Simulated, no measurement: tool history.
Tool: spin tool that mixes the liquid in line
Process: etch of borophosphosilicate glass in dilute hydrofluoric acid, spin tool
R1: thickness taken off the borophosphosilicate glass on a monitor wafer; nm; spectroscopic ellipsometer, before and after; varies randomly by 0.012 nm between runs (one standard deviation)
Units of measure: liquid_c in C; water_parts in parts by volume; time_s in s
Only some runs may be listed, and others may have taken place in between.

run 1 hour=0.0 | liquid_c=25.0 water_parts=175 time_s=15 | R1=2.4290
run 2 hour=1.1 | liquid_c=25.0 water_parts=115 time_s=15 | R1=3.9469
run 3 hour=5.3 | liquid_c=22.0 water_parts=115 time_s=15 | R1=3.5182
run 4 hour=8.9 | liquid_c=20.5 water_parts=130 time_s=15 | R1=2.8940
run 5 hour=11.5 | liquid_c=19.5 water_parts=140 time_s=15 | R1=2.5416
run 6 hour=18.6 | liquid_c=18.0 water_parts=140 time_s=15 | R1=2.3852
run 7 hour=27.1 | liquid_c=17.5 water_parts=145 time_s=15 | R1=2.2350

Run 8 is up next; what results do you expect?
run 8 hour=35.8 | liquid_c=17.5 water_parts=150 time_s=15 | R1=?

{"run 8": {"R1": 2.166}}
